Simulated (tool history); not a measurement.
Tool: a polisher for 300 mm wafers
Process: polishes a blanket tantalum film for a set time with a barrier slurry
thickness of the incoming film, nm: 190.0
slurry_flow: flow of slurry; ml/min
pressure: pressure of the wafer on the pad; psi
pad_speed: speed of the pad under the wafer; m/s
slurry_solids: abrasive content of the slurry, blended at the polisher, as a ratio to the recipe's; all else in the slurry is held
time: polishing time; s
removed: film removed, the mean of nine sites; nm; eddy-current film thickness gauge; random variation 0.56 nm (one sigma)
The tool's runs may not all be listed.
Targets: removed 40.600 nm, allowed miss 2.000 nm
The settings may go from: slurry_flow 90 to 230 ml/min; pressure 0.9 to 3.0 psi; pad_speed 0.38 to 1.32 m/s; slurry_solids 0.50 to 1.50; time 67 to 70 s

run  hour  slurry_flow  pressure  pad_speed  slurry_solids  time  removed
  1   0.0          150       1.9       0.84           1.00    67   78.030
  2   4.7          170       1.9       0.84           1.00    67   77.888
  3   7.0          170       1.9       0.72           1.00    67   66.023
  4  11.6          170       1.9       0.56           1.00    67   51.371
  5  17.7          190       1.9       0.56           1.00    67   54.024
  6  23.5          185       1.8       0.56           1.00    67   50.671
  7  30.6          185       1.7       0.56           1.00    67   49.000
  8  35.2          185       1.6       0.56           1.00    67   47.426
  9  38.1          185       1.6       0.56           1.00    67   45.985
 10  45.5          180       1.5       0.56           1.00    67   43.326

4 next moves are on the table. One of them brings every result within its allowed miss. Which?
  A  52.9          180       1.6       0.54           1.05    70        ?
  B  52.9          135       1.7       0.62           0.90    67        ?
  C  52.9          165       1.7       0.46           1.15    67        ?
  D  52.9          215       2.1       0.46           0.90    67        ?

move  removed
   A   47.758
   B   49.646
   C   41.613
   D   47.986
A: further off than the last run
B: further off than the last run
C: meets every target
D: further off than the last run
Move C is the one to make.

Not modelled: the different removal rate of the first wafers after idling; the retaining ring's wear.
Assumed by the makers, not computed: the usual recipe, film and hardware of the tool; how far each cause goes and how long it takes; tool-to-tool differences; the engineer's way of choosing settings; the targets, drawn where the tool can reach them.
